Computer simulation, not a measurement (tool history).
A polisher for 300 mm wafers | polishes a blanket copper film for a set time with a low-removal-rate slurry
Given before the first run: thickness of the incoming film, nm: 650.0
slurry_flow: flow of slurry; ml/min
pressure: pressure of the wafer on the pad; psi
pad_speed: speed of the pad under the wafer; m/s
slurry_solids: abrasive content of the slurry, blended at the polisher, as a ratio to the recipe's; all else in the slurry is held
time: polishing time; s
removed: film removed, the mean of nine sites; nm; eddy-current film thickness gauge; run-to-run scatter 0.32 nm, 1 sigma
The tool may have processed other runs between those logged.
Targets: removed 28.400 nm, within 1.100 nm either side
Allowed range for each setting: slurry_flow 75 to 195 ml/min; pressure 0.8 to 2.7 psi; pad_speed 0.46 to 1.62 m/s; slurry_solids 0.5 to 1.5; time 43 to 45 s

run 1 hour=0.0 | slurry_flow=125 pressure=1.7 pad_speed=1.04 slurry_solids=1.0 time=43 | removed=70.559
run 2 hour=1.2 | slurry_flow=150 pressure=1.7 pad_speed=1.04 slurry_solids=1.0 time=43 | removed=72.929
run 3 hour=9.3 | slurry_flow=130 pressure=1.7 pad_speed=1.04 slurry_solids=1.0 time=43 | removed=69.910
run 4 hour=14.7 | slurry_flow=125 pressure=1.4 pad_speed=0.94 slurry_solids=1.0 time=43 | removed=52.998
run 5 hour=15.5 | slurry_flow=125 pressure=1.2 pad_speed=0.94 slurry_solids=1.0 time=43 | removed=44.935
run 6 hour=23.6 | slurry_flow=120 pressure=1.1 pad_speed=0.90 slurry_solids=1.0 time=43 | removed=39.198
run 7 hour=30.4 | slurry_flow=115 pressure=1.0 pad_speed=0.88 slurry_solids=1.0 time=43 | removed=35.234
run 8 hour=34.6 | slurry_flow=110 pressure=0.9 pad_speed=0.88 slurry_solids=1.0 time=43 | removed=31.196
run 9 hour=36.4 | slurry_flow=105 pressure=0.9 pad_speed=0.88 slurry_solids=1.0 time=43 | removed=31.137
run 10 hour=37.8 | slurry_flow=100 pressure=0.9 pad_speed=0.88 slurry_solids=1.0 time=43 | removed=30.461
run 11 hour=45.9 | slurry_flow=95 pressure=0.9 pad_speed=0.88 slurry_solids=1.0 time=43 | removed=30.049

5 candidate next runs follow, results not yet known. Just one meets every target within its allowed miss. Identify it.
run A hour=54.0 | slurry_flow=90 pressure=0.9 pad_speed=0.76 slurry_solids=1.0 time=43 | removed=?
run B hour=54.0 | slurry_flow=75 pressure=1.0 pad_speed=0.92 slurry_solids=0.8 time=43 | removed=?
run C hour=54.0 | slurry_flow=80 pressure=0.8 pad_speed=1.00 slurry_solids=1.0 time=43 | removed=?
run D hour=54.0 | slurry_flow=95 pressure=1.0 pad_speed=0.78 slurry_solids=1.0 time=45 | removed=?
run E hour=54.0 | slurry_flow=105 pressure=1.0 pad_speed=0.78 slurry_solids=1.0 time=45 | removed=?

move=A removed=25.910
move=B removed=31.249
move=C removed=29.015
move=D removed=31.242
move=E removed=32.153
A: takes the biggest miss from the last run beyond its target
B: further off than the last run
C: hits every target within its allowed miss
D: further off than the last run
E: further off than the last run
C is the move that brings every result within its allowed miss.
